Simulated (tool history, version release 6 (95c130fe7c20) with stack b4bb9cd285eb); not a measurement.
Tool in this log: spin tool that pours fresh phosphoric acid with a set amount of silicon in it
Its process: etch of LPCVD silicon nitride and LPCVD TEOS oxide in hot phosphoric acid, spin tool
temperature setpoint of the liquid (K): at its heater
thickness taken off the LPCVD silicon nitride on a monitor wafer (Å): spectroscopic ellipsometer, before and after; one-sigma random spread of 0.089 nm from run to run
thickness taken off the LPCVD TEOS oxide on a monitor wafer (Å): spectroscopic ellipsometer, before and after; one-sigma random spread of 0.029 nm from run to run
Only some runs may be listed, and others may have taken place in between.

| run | hour | temperature setpoint of the liquid (K) | silicon dissolved in the acid as it is poured (mg a litre) | time under the liquid (s) | thickness taken off the LPCVD silicon nitride on a monitor wafer (Å) | thickness taken off the LPCVD TEOS oxide on a monitor wafer (Å) |
|---|---|---|---|---|---|---|
| 1 | 0 | 434.15 | 18.5 | 125 | 114.76 | 3.6808 |
| 2 | 8.8 | 434.15 | 27.5 | 125 | 114.47 | 2.4764 |
| 3 | 9.4 | 435.65 | 27.5 | 125 | 120.62 | 2.3129 |
| 4 | 17.5 | 436.15 | 25.5 | 130 | 126.03 | 3.6001 |
| 5 | 18.3 | 438.15 | 25.5 | 130 | 136.57 | 4.3783 |
| 6 | 26.7 | 438.15 | 27 | 135 | 140 | 3.6997 |
| 7 | 28.9 | 438.15 | 27.5 | 140 | 148.38 | 3.3854 |
| 8 | 35.2 | 438.65 | 27 | 145 | 153.19 | 4.2195 |
| 9 | 36.7 | 438.65 | 27.5 | 145 | 154.93 | 3.6614 |

Run 10 has not been measured yet. What should we expect?
| 10 | 41.9 | 439.15 | 27 | 150 | ? | ? |

{"run 10": {"thickness taken off the LPCVD silicon nitride on a monitor wafer (Å)": 161.52, "thickness taken off the LPCVD TEOS oxide on a monitor wafer (Å)": 4.0194}}
